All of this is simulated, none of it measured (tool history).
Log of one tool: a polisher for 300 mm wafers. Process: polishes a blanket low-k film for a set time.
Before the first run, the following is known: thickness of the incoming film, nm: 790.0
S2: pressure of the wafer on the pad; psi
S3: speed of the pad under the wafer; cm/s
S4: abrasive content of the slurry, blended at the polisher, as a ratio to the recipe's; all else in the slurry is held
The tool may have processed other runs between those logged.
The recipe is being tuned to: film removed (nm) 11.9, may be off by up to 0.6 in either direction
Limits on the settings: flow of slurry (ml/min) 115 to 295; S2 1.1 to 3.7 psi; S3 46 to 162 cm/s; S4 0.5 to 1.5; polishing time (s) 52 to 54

Run 1, hour 0: flow of slurry (ml/min) 190, S2 2.4 psi, S3 104 cm/s, S4 1, polishing time (s) 52. Result: film removed (nm) 20.856.
Run 2, hour 7.5: flow of slurry (ml/min) 190, S2 2.4 psi, S3 86 cm/s, S4 1, polishing time (s) 52. Result: film removed (nm) 17.572.
Run 3, hour 13.5: flow of slurry (ml/min) 160, S2 2.4 psi, S3 86 cm/s, S4 1, polishing time (s) 52. Result: film removed (nm) 16.724.
Run 4, hour 14.6: flow of slurry (ml/min) 195, S2 2.4 psi, S3 86 cm/s, S4 1, polishing time (s) 52. Result: film removed (nm) 18.378.
Run 5, hour 16.9: flow of slurry (ml/min) 185, S2 2.3 psi, S3 86 cm/s, S4 1, polishing time (s) 52. Result: film removed (nm) 17.083.
Run 6, hour 18.7: flow of slurry (ml/min) 180, S2 2.2 psi, S3 86 cm/s, S4 1, polishing time (s) 52. Result: film removed (nm) 15.804.
Run 7, hour 25.7: flow of slurry (ml/min) 175, S2 2.1 psi, S3 86 cm/s, S4 1, polishing time (s) 52. Result: film removed (nm) 15.883.
Run 8, hour 33: flow of slurry (ml/min) 170, S2 2 psi, S3 86 cm/s, S4 1, polishing time (s) 52. Result: film removed (nm) 14.852.
Run 9, hour 39.4: flow of slurry (ml/min) 165, S2 1.5 psi, S3 84 cm/s, S4 1, polishing time (s) 52. Result: film removed (nm) 10.814.
Run 10, hour 43: flow of slurry (ml/min) 170, S2 1.5 psi, S3 84 cm/s, S4 1, polishing time (s) 52. Result: film removed (nm) 10.758.

Exactly one of the 4 candidate moves below puts every result within its allowed miss. Which one?
Run A, hour 46.6: flow of slurry (ml/min) 180, S2 1.3 psi, S3 72 cm/s, S4 1.05, polishing time (s) 52. Result: film removed (nm) ?.
Run B, hour 46.6: flow of slurry (ml/min) 160, S2 1.3 psi, S3 98 cm/s, S4 1.1, polishing time (s) 54. Result: film removed (nm) ?.
Run C, hour 46.6: flow of slurry (ml/min) 185, S2 1.4 psi, S3 72 cm/s, S4 1, polishing time (s) 52. Result: film removed (nm) ?.
Run D, hour 46.6: flow of slurry (ml/min) 180, S2 1.3 psi, S3 84 cm/s, S4 0.9, polishing time (s) 52. Result: film removed (nm) ?.

move  film removed (nm)
   A              8.662
   B             11.584
   C             9.0401
   D              8.914
A: moves away from the targets compared with the last run
B: every result within its allowed miss
C: moves away from the targets compared with the last run
D: moves away from the targets compared with the last run
So the answer is move B, the one that meets all the targets.

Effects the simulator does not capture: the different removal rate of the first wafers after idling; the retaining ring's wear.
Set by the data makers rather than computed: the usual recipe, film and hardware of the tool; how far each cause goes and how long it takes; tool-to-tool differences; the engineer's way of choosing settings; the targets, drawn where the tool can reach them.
